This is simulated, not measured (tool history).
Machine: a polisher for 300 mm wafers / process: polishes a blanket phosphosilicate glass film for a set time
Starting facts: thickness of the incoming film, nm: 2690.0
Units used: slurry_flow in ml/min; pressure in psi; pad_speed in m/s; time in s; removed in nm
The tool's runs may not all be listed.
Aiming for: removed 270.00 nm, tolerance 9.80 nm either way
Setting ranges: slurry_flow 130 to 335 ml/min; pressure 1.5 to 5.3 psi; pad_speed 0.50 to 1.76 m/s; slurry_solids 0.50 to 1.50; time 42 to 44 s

Run 1, hour 0.0: slurry_flow 215 ml/min, pressure 3.4 psi, pad_speed 1.12 m/s, slurry_solids 1.00, time 42 s. Result: removed 474.80 nm.
Run 2, hour 4.6: slurry_flow 160 ml/min, pressure 3.4 psi, pad_speed 1.12 m/s, slurry_solids 1.00, time 42 s. Result: removed 439.69 nm.
Run 3, hour 10.4: slurry_flow 160 ml/min, pressure 3.2 psi, pad_speed 1.12 m/s, slurry_solids 1.00, time 42 s. Result: removed 423.48 nm.
Run 4, hour 17.8: slurry_flow 195 ml/min, pressure 3.2 psi, pad_speed 1.12 m/s, slurry_solids 1.00, time 42 s. Result: removed 439.70 nm.
Run 5, hour 19.0: slurry_flow 195 ml/min, pressure 3.9 psi, pad_speed 1.12 m/s, slurry_solids 1.00, time 42 s. Result: removed 525.04 nm.
Run 6, hour 20.1: slurry_flow 195 ml/min, pressure 3.9 psi, pad_speed 1.12 m/s, slurry_solids 1.15, time 42 s. Result: removed 556.65 nm.
Run 7, hour 28.1: slurry_flow 190 ml/min, pressure 3.6 psi, pad_speed 1.10 m/s, slurry_solids 1.15, time 42 s. Result: removed 503.50 nm.
Run 8, hour 32.8: slurry_flow 185 ml/min, pressure 3.3 psi, pad_speed 1.10 m/s, slurry_solids 1.15, time 42 s. Result: removed 463.37 nm.
Run 9, hour 34.5: slurry_flow 180 ml/min, pressure 3.1 psi, pad_speed 1.10 m/s, slurry_solids 1.15, time 42 s. Result: removed 432.58 nm.
Run 10, hour 35.6: slurry_flow 175 ml/min, pressure 2.9 psi, pad_speed 1.10 m/s, slurry_solids 1.15, time 42 s. Result: removed 415.36 nm.
Run 11, hour 40.4: slurry_flow 170 ml/min, pressure 2.7 psi, pad_speed 1.10 m/s, slurry_solids 1.15, time 42 s. Result: removed 376.95 nm.
Run 12, hour 49.2: slurry_flow 165 ml/min, pressure 2.6 psi, pad_speed 1.10 m/s, slurry_solids 1.15, time 42 s. Result: removed 366.88 nm.

Which single option among these 4 for the next run brings every result within its allowed miss of target? Just one does.
Run A, hour 58.0: slurry_flow 165 ml/min, pressure 1.7 psi, pad_speed 0.96 m/s, slurry_solids 1.10, time 42 s. Result: removed ?.
Run B, hour 58.0: slurry_flow 175 ml/min, pressure 2.4 psi, pad_speed 0.78 m/s, slurry_solids 1.20, time 42 s. Result: removed ?.
Run C, hour 58.0: slurry_flow 170 ml/min, pressure 3.4 psi, pad_speed 1.34 m/s, slurry_solids 1.10, time 44 s. Result: removed ?.
Run D, hour 58.0: slurry_flow 150 ml/min, pressure 2.9 psi, pad_speed 1.26 m/s, slurry_solids 0.95, time 44 s. Result: removed ?.

move  removed
   A   227.19
   B   269.70
   C   572.76
   D   435.73
A: pushes the last run's worst result past its target
B: all results land within tolerance of their targets
C: misses by more than the last run did
D: misses by more than the last run did
Answer: B
